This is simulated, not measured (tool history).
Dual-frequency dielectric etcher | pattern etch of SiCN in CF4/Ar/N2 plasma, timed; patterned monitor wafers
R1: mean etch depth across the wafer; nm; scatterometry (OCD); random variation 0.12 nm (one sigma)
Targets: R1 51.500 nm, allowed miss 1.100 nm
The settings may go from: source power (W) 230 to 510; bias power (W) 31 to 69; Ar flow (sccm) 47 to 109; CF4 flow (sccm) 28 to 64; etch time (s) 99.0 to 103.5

Run 1, hour 0.0: source power (W) 370, bias power (W) 50, Ar flow (sccm) 78, CF4 flow (sccm) 46, etch time (s) 99.0. Result: R1 70.140 nm.
Run 2, hour 4.8: source power (W) 370, bias power (W) 50, Ar flow (sccm) 78, CF4 flow (sccm) 39, etch time (s) 99.0. Result: R1 68.336 nm.
Run 3, hour 6.4: source power (W) 340, bias power (W) 50, Ar flow (sccm) 78, CF4 flow (sccm) 39, etch time (s) 99.0. Result: R1 62.557 nm.
Run 4, hour 7.9: source power (W) 320, bias power (W) 50, Ar flow (sccm) 78, CF4 flow (sccm) 39, etch time (s) 99.0. Result: R1 58.515 nm.
Run 5, hour 12.3: source power (W) 310, bias power (W) 50, Ar flow (sccm) 78, CF4 flow (sccm) 39, etch time (s) 99.0. Result: R1 56.614 nm.
Run 6, hour 18.9: source power (W) 310, bias power (W) 56, Ar flow (sccm) 78, CF4 flow (sccm) 39, etch time (s) 99.0. Result: R1 59.424 nm.
Run 7, hour 26.4: source power (W) 300, bias power (W) 56, Ar flow (sccm) 78, CF4 flow (sccm) 39, etch time (s) 99.0. Result: R1 57.013 nm.
Run 8, hour 27.8: source power (W) 260, bias power (W) 55, Ar flow (sccm) 78, CF4 flow (sccm) 39, etch time (s) 99.0. Result: R1 48.250 nm.
Run 9, hour 33.1: source power (W) 270, bias power (W) 55, Ar flow (sccm) 78, CF4 flow (sccm) 39, etch time (s) 99.0. Result: R1 50.269 nm.

5 next moves are on the table. One of them brings every result within its allowed miss. Which?
Run A, hour 38.4: source power (W) 260, bias power (W) 55, Ar flow (sccm) 82, CF4 flow (sccm) 46, etch time (s) 99.0. Result: R1 ?.
Run B, hour 38.4: source power (W) 240, bias power (W) 61, Ar flow (sccm) 69, CF4 flow (sccm) 38, etch time (s) 101.5. Result: R1 ?.
Run C, hour 38.4: source power (W) 270, bias power (W) 49, Ar flow (sccm) 70, CF4 flow (sccm) 32, etch time (s) 100.0. Result: R1 ?.
Run D, hour 38.4: source power (W) 250, bias power (W) 67, Ar flow (sccm) 58, CF4 flow (sccm) 34, etch time (s) 99.0. Result: R1 ?.
Run E, hour 38.4: source power (W) 270, bias power (W) 52, Ar flow (sccm) 90, CF4 flow (sccm) 43, etch time (s) 99.5. Result: R1 ?.

move      R1
   A  48.636
   B  47.609
   C  48.314
   D  51.271
   E  48.817
A: further off than the last run
B: further off than the last run
C: further off than the last run
D: meets every target
E: further off than the last run
Answer: D
